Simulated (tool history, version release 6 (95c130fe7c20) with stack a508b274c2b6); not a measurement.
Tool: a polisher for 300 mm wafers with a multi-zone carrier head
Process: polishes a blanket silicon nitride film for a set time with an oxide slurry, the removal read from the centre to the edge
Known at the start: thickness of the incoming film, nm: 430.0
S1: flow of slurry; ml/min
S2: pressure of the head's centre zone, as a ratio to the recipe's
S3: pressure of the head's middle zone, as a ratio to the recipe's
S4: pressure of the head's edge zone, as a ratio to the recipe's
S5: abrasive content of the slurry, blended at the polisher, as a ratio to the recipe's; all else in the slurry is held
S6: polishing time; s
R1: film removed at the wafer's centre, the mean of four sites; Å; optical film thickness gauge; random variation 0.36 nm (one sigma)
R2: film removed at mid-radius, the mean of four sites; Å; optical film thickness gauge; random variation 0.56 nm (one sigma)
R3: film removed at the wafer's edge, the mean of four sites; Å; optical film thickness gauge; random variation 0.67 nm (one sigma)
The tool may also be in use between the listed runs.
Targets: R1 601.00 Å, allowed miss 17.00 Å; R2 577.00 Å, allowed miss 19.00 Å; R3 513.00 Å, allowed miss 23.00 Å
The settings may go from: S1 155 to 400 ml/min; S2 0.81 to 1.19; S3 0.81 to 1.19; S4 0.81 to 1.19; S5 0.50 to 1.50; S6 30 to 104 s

run	hour	S1	S2	S3	S4	S5	S6	R1	R2	R3
1	0.0	255	1.00	1.00	1.00	1.00	67	518.07	508.42	519.36
2	5.8	255	1.00	1.00	1.00	1.20	67	550.82	556.02	553.71
3	12.5	310	1.00	1.00	1.00	1.20	67	568.49	562.19	563.13
4	13.9	320	1.02	1.02	0.96	1.20	67	575.27	568.10	539.18
5	17.7	320	1.02	1.02	0.96	1.05	67	543.54	542.69	529.02
6	24.3	320	1.02	1.02	0.99	1.05	67	542.17	538.31	527.26
7	26.6	325	1.05	1.04	0.98	1.05	67	561.76	555.48	539.58
8	30.7	330	1.07	1.05	0.95	1.05	67	580.52	543.20	514.70
9	34.3	335	1.07	1.07	0.95	1.05	67	576.08	562.22	515.72
10	36.0	340	1.08	1.08	0.95	1.05	67	581.86	569.35	516.20

5 next moves are on the table. One of them brings every result within its allowed miss. Which?
A	37.7	355	1.02	1.03	0.96	1.05	69	?	?	?
B	37.7	350	1.04	1.08	1.00	1.00	68	?	?	?
C	37.7	335	1.13	1.13	0.98	1.05	66	?	?	?
D	37.7	265	1.08	1.15	0.96	1.45	57	?	?	?
E	37.7	375	1.09	1.12	1.06	1.10	62	?	?	?

move	R1	R2	R3
A	576.72	571.99	543.86
B	568.16	575.11	535.44
C	608.64	588.84	522.62
D	549.97	566.83	493.20
E	567.11	564.17	523.11
A: further off than the last run
B: further off than the last run
C: meets every target
D: further off than the last run
E: further off than the last run
The right move is C.
